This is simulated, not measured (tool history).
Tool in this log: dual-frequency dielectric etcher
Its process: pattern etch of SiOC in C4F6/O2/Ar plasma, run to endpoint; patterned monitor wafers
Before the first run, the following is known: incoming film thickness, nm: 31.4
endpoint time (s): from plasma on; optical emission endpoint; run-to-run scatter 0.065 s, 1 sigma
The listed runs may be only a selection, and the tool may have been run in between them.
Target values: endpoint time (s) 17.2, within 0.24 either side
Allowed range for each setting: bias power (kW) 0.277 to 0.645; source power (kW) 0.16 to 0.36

Run 1, hour 0: bias power (kW) 0.461, source power (kW) 0.26. Result: endpoint time (s) 13.667.
Run 2, hour 7.9: bias power (kW) 0.424, source power (kW) 0.25. Result: endpoint time (s) 14.363.
Run 3, hour 13.6: bias power (kW) 0.376, source power (kW) 0.25. Result: endpoint time (s) 14.931.
Run 4, hour 16.2: bias power (kW) 0.356, source power (kW) 0.24. Result: endpoint time (s) 15.456.
Run 5, hour 20: bias power (kW) 0.356, source power (kW) 0.27. Result: endpoint time (s) 14.767.
Run 6, hour 21.7: bias power (kW) 0.356, source power (kW) 0.25. Result: endpoint time (s) 15.286.
At hour 29.2: bias power generator calibrated.
Run 7, hour 29.2: bias power (kW) 0.34, source power (kW) 0.24. Result: endpoint time (s) 15.464.
Run 8, hour 32.7: bias power (kW) 0.327, source power (kW) 0.23. Result: endpoint time (s) 16.119.
Run 9, hour 36.3: bias power (kW) 0.317, source power (kW) 0.23. Result: endpoint time (s) 16.287.
Run 10, hour 43.2: bias power (kW) 0.309, source power (kW) 0.23. Result: endpoint time (s) 16.323.
Run 11, hour 44.2: bias power (kW) 0.309, source power (kW) 0.23. Result: endpoint time (s) 16.422.
Run 12, hour 47.3: bias power (kW) 0.302, source power (kW) 0.23. Result: endpoint time (s) 16.667.
Run 13, hour 49.2: bias power (kW) 0.297, source power (kW) 0.23. Result: endpoint time (s) 16.651.
Run 14, hour 50.6: bias power (kW) 0.293, source power (kW) 0.23. Result: endpoint time (s) 16.678.
Run 15, hour 55: bias power (kW) 0.293, source power (kW) 0.23. Result: endpoint time (s) 16.774.
Run 16, hour 59.9: bias power (kW) 0.293, source power (kW) 0.23. Result: endpoint time (s) 16.817.

Next run, 5 choices. One meets every target within its allowed miss, the rest don't. Which?
Run A, hour 64.8: bias power (kW) 0.284, source power (kW) 0.22. Result: endpoint time (s) ?.
Run B, hour 64.8: bias power (kW) 0.385, source power (kW) 0.19. Result: endpoint time (s) ?.
Run C, hour 64.8: bias power (kW) 0.32, source power (kW) 0.22. Result: endpoint time (s) ?.
Run D, hour 64.8: bias power (kW) 0.285, source power (kW) 0.25. Result: endpoint time (s) ?.
Run E, hour 64.8: bias power (kW) 0.277, source power (kW) 0.25. Result: endpoint time (s) ?.

move  endpoint time (s)
   A              17.23
   B             16.463
   C             16.525
   D             16.296
   E             16.455
A: in spec on every target
B: the biggest miss grows against the last run
C: the biggest miss grows against the last run
D: the biggest miss grows against the last run
E: the biggest miss grows against the last run
Move A is the one to make.
